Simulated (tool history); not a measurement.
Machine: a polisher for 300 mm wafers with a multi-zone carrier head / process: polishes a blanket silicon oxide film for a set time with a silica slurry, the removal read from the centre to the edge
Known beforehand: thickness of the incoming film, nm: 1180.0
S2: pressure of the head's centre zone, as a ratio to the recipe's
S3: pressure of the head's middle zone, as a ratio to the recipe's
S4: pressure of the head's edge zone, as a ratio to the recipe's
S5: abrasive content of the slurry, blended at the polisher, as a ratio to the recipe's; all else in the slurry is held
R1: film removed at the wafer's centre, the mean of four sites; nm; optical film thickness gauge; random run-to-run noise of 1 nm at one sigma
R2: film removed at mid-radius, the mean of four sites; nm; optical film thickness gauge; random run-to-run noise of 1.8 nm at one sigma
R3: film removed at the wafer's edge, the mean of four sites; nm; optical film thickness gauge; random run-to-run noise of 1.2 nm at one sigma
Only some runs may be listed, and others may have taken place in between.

Run 1, hour 0: flow of slurry (ml/min) 300, S2 1, S3 1, S4 1, S5 1, polishing time (s) 58. Result: R1 199.45 nm, R2 193.16 nm, R3 202.71 nm.
Run 2, hour 5: flow of slurry (ml/min) 315, S2 1.04, S3 1.04, S4 0.96, S5 0.85, polishing time (s) 52. Result: R1 167.91 nm, R2 161.87 nm, R3 159.44 nm.
Run 3, hour 13.9: flow of slurry (ml/min) 315, S2 1.04, S3 1.04, S4 0.96, S5 1, polishing time (s) 52. Result: R1 186.9 nm, R2 182.09 nm, R3 175.78 nm.
Run 4, hour 21.5: flow of slurry (ml/min) 330, S2 1.07, S3 1.06, S4 0.93, S5 0.85, polishing time (s) 50. Result: R1 168.97 nm, R2 158.16 nm, R3 147.01 nm.
Run 5, hour 27.2: flow of slurry (ml/min) 330, S2 1.13, S3 1.06, S4 0.93, S5 0.85, polishing time (s) 50. Result: R1 175.07 nm, R2 153.16 nm, R3 148.42 nm.
Run 6, hour 31.7: flow of slurry (ml/min) 330, S2 1.13, S3 1.06, S4 0.93, S5 0.95, polishing time (s) 50. Result: R1 190.92 nm, R2 175.34 nm, R3 162.68 nm.
Run 7, hour 34.8: flow of slurry (ml/min) 345, S2 1.11, S3 1.08, S4 0.9, S5 0.85, polishing time (s) 50. Result: R1 171.16 nm, R2 157.12 nm, R3 144.6 nm.

Expected results for the next run?
Run 8, hour 37: flow of slurry (ml/min) 345, S2 1.11, S3 1.1, S4 0.88, S5 0.75, polishing time (s) 50. Result: R1 ?, R2 ?, R3 ?.

Run 8 gave R1 154.86 nm, R2 142.4 nm, R3 128.8 nm.
